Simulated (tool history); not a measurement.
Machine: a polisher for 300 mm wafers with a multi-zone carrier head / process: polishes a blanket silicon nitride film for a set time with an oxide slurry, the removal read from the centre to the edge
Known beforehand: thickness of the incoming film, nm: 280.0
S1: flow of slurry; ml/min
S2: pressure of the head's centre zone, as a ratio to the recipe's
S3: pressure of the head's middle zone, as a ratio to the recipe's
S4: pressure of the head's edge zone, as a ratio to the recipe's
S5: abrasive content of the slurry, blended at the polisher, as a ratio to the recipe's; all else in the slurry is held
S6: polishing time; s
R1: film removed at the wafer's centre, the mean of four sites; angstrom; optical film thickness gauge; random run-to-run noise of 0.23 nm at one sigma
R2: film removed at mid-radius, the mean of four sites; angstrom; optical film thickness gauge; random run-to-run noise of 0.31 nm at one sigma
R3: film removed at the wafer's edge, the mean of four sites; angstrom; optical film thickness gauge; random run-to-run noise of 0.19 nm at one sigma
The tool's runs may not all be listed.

{"run": 1, "hour": 0.0, "S1": 295, "S2": 1.0, "S3": 1.0, "S4": 1.0, "S5": 1.0, "S6": 61, "R1": 344.66, "R2": 339.34, "R3": 348.67}
{"run": 2, "hour": 7.9, "S1": 290, "S2": 1.0, "S3": 0.97, "S4": 0.97, "S5": 0.9, "S6": 61, "R1": 318.77, "R2": 322.35, "R3": 321.59}
{"run": 3, "hour": 13.6, "S1": 290, "S2": 1.02, "S3": 0.94, "S4": 0.98, "S5": 0.85, "S6": 60, "R1": 307.31, "R2": 287.24, "R3": 307.57}
{"run": 4, "hour": 17.6, "S1": 290, "S2": 0.98, "S3": 0.94, "S4": 0.98, "S5": 0.85, "S6": 60, "R1": 293.88, "R2": 293.27, "R3": 307.3}
{"run": 5, "hour": 21.0, "S1": 285, "S2": 0.99, "S3": 0.92, "S4": 0.96, "S5": 0.85, "S6": 60, "R1": 304.27, "R2": 286.26, "R3": 298.91}
{"run": 6, "hour": 23.8, "S1": 285, "S2": 0.93, "S3": 0.92, "S4": 0.96, "S5": 0.85, "S6": 60, "R1": 285.95, "R2": 288.13, "R3": 298.66}
{"run": 7, "hour": 30.1, "S1": 280, "S2": 0.94, "S3": 0.9, "S4": 0.95, "S5": 0.85, "S6": 60, "R1": 289.24, "R2": 283.41, "R3": 300.29}
{"run": 8, "hour": 34.0, "S1": 280, "S2": 0.94, "S3": 0.9, "S4": 0.95, "S5": 0.85, "S6": 60, "R1": 287.3, "R2": 283.59, "R3": 299.06}
{"run": 9, "hour": 37.3, "S1": 275, "S2": 0.95, "S3": 0.88, "S4": 0.94, "S5": 0.85, "S6": 60, "R1": 293.81, "R2": 272.43, "R3": 295.63}
{"run": 10, "hour": 41.0, "S1": 270, "S2": 0.95, "S3": 0.87, "S4": 0.93, "S5": 0.85, "S6": 60, "R1": 288.74, "R2": 277.65, "R3": 294.77}
{"run": 11, "hour": 44.5, "S1": 275, "S2": 0.96, "S3": 0.86, "S4": 0.93, "S5": 0.8, "S6": 60, "R1": 281.59, "R2": 253.28, "R3": 284.98}
{"run": 12, "hour": 53.4, "S1": 275, "S2": 0.96, "S3": 0.85, "S4": 0.91, "S5": 0.8, "S6": 60, "R1": 280.34, "R2": 266.06, "R3": 280.33}
{"run": 13, "hour": 54.6, "S1": 270, "S2": 0.97, "S3": 0.84, "S4": 0.91, "S5": 0.8, "S6": 60, "R1": 284.57, "R2": 258.58, "R3": 281.71}

Estimate the outcome of run 14 from the log above:
{"run": 14, "hour": 55.9, "S1": 270, "S2": 0.98, "S3": 0.83, "S4": 0.91, "S5": 0.8, "S6": 60, "R1": "?", "R2": "?", "R3": "?"}

For run 14 the tool returned R1 286.65 angstrom, R2 256.14 angstrom, R3 280.21 angstrom.
